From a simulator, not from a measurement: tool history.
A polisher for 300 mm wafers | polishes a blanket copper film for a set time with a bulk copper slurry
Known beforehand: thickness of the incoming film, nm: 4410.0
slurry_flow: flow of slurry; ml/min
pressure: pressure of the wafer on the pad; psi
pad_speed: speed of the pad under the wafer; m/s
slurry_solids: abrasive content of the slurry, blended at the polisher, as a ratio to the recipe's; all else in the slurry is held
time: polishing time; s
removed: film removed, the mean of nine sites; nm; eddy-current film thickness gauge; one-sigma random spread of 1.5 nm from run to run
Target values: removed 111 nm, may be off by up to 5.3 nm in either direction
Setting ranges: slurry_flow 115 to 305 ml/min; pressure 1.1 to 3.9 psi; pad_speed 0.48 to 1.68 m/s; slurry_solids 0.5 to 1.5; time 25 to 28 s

run	hour	slurry_flow	pressure	pad_speed	slurry_solids	time	removed
1	0	195	2.5	1.08	1	28	262.39
2	6.1	195	2.5	1.32	1	28	307.86
3	9.9	195	2.5	1.58	1	28	369.4
4	17.9	195	2.5	1.4	1	28	330.19
5	20.2	195	2.2	1.24	0.95	28	267.63
6	20.9	195	2.2	1.08	0.95	28	231.95
7	24.1	195	1.5	0.78	0.9	27	122.83
8	27.8	195	1.4	0.78	0.9	27	115.45

Exercise: of the 5 proposed moves below, exactly one satisfies all targets within the stated allowed misses. Which move is it?
A	31.5	225	1.5	0.72	1	25	?
B	31.5	165	1.9	0.66	0.85	28	?
C	31.5	160	1.3	0.9	1	27	?
D	31.5	215	1.2	1.04	0.6	26	?
E	31.5	125	1.4	1.04	0.75	25	?

move	removed
A	111.7
B	125.28
C	128.77
D	126.67
E	127.98
A: each result inside its tolerance
B: moves away from the targets compared with the last run
C: moves away from the targets compared with the last run
D: moves away from the targets compared with the last run
E: moves away from the targets compared with the last run
Move A is the one to make.
